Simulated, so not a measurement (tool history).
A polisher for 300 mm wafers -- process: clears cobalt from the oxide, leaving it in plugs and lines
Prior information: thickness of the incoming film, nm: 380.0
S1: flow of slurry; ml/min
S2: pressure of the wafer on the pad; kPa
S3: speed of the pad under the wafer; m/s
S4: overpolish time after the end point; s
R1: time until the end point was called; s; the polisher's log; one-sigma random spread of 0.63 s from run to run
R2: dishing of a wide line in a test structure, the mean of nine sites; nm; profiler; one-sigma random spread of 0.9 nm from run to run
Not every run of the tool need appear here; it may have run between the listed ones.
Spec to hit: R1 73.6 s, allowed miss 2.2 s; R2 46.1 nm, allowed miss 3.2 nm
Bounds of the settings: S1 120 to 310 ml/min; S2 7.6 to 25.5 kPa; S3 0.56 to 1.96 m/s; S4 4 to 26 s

Run 1, hour 0: S1 200 ml/min, S2 16.5 kPa, S3 1.26 m/s, S4 13 s. Result: R1 59.599 s, R2 43.639 nm.
Run 2, hour 4.9: S1 200 ml/min, S2 19.3 kPa, S3 1.26 m/s, S4 13 s. Result: R1 51.508 s, R2 46.829 nm.
Run 3, hour 9: S1 180 ml/min, S2 19.3 kPa, S3 1.26 m/s, S4 13 s. Result: R1 51.484 s, R2 47.013 nm.
Run 4, hour 9.5: S1 180 ml/min, S2 19.3 kPa, S3 1.48 m/s, S4 13 s. Result: R1 43.932 s, R2 49.141 nm.
Run 5, hour 16.7: S1 180 ml/min, S2 15.9 kPa, S3 1.48 m/s, S4 13 s. Result: R1 53.718 s, R2 44.293 nm.
Run 6, hour 21.5: S1 180 ml/min, S2 17.9 kPa, S3 1.48 m/s, S4 13 s. Result: R1 47.72 s, R2 49.453 nm.
Run 7, hour 25.6: S1 180 ml/min, S2 17.9 kPa, S3 1.48 m/s, S4 13 s. Result: R1 47.813 s, R2 46.072 nm.
Run 8, hour 29.6: S1 180 ml/min, S2 16.5 kPa, S3 1.48 m/s, S4 14 s. Result: R1 51.968 s, R2 46.932 nm.
Run 9, hour 36.8: S1 180 ml/min, S2 15.2 kPa, S3 1.48 m/s, S4 15 s. Result: R1 56.732 s, R2 49.647 nm.
Run 10, hour 42: S1 180 ml/min, S2 14.5 kPa, S3 1.48 m/s, S4 15 s. Result: R1 58.863 s, R2 46.056 nm.
Run 11, hour 46.7: S1 175 ml/min, S2 13.8 kPa, S3 1.48 m/s, S4 16 s. Result: R1 62.395 s, R2 46.025 nm.
Run 12, hour 52.3: S1 155 ml/min, S2 11 kPa, S3 1.48 m/s, S4 19 s. Result: R1 77.905 s, R2 45.508 nm.
Run 13, hour 55: S1 160 ml/min, S2 11 kPa, S3 1.48 m/s, S4 19 s. Result: R1 76.792 s, R2 46.377 nm.
Run 14, hour 56.9: S1 165 ml/min, S2 11 kPa, S3 1.48 m/s, S4 19 s. Result: R1 75.776 s, R2 46.752 nm.
Run 15, hour 58.3: S1 170 ml/min, S2 11 kPa, S3 1.48 m/s, S4 18 s. Result: R1 77.451 s, R2 44.389 nm.

Exercise: of the 4 proposed moves below, exactly one satisfies all targets within the stated allowed misses. Which move is it?
Run A, hour 59.7: S1 190 ml/min, S2 9 kPa, S3 1.76 m/s, S4 18 s. Result: R1 ?, R2 ?.
Run B, hour 59.7: S1 220 ml/min, S2 13.1 kPa, S3 1.28 m/s, S4 18 s. Result: R1 ?, R2 ?.
Run C, hour 59.7: S1 230 ml/min, S2 12.4 kPa, S3 1.22 m/s, S4 21 s. Result: R1 ?, R2 ?.
Run D, hour 59.7: S1 150 ml/min, S2 11 kPa, S3 1.38 m/s, S4 16 s. Result: R1 ?, R2 ?.

move      R1      R2
   A  79.166  46.365
   B    74.3  47.567
   C  81.714    48.7
   D  83.964  42.776
A: further off than the last run
B: every result within its allowed miss
C: further off than the last run
D: further off than the last run
Correct choice: B, which meets every target
